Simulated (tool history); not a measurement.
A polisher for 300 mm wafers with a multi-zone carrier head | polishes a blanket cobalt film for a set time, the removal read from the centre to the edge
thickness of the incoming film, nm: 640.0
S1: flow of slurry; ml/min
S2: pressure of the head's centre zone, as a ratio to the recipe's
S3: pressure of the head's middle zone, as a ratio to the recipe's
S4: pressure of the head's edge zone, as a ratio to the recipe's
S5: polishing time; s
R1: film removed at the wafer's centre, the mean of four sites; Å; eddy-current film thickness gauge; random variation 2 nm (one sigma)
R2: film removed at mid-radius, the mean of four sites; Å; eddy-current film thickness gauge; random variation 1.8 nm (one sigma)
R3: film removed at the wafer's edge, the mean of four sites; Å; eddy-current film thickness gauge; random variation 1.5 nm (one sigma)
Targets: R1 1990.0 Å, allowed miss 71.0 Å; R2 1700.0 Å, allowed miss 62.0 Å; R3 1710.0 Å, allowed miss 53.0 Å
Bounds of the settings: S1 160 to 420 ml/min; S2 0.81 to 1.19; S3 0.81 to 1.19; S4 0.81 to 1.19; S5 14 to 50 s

run	hour	S1	S2	S3	S4	S5	R1	R2	R3
1	0.0	270	1.00	1.00	1.00	32	2304.5	2309.1	2277.8
2	4.1	315	1.00	1.00	1.00	32	2261.8	2326.6	2302.8
3	9.2	315	1.00	0.94	1.00	32	2334.5	2188.2	2310.6
4	12.1	255	1.00	0.94	1.00	32	2276.7	2107.9	2244.8
5	16.2	245	1.01	0.93	0.96	31	2235.6	2029.7	2139.5
6	21.8	245	1.01	0.93	1.03	31	2197.6	2032.8	2206.7
7	23.9	240	1.02	0.93	0.99	30	2200.1	1965.0	2103.4
8	28.3	235	1.02	0.93	0.95	29	2065.9	1904.1	2001.6
9	32.0	230	1.04	0.93	0.92	28	2043.4	1786.8	1897.7
10	37.8	225	1.05	0.94	0.89	28	2063.6	1846.4	1903.3
11	45.0	220	1.06	0.94	0.87	27	1987.0	1752.4	1810.0
12	47.2	220	1.07	0.94	0.86	27	2031.5	1743.5	1765.1
13	48.2	220	1.07	0.94	0.85	27	2041.4	1775.3	1795.7
14	53.1	215	1.07	0.94	0.84	27	2006.6	1796.7	1753.0
15	57.1	215	1.07	0.94	0.84	27	2031.0	1762.9	1771.4
16	63.4	210	1.07	0.94	0.83	27	2044.5	1788.6	1725.0

Which of these 5 next moves meets every target?
A	69.7	180	1.08	1.01	0.81	28	?	?	?
B	69.7	230	1.12	0.96	0.90	25	?	?	?
C	69.7	285	1.02	1.08	0.83	26	?	?	?
D	69.7	160	1.18	0.81	0.81	27	?	?	?
E	69.7	190	1.19	0.89	0.88	26	?	?	?

move	R1	R2	R3
A	2092.7	1929.7	1792.2
B	1990.5	1690.6	1700.9
C	1925.4	1980.7	1733.6
D	2172.2	1529.2	1716.8
E	2154.1	1619.8	1730.2
A: further off than the last run
B: meets every target
C: further off than the last run
D: takes the result that was furthest off past its target
E: takes the result that was furthest off past its target
Move B is the one to make.
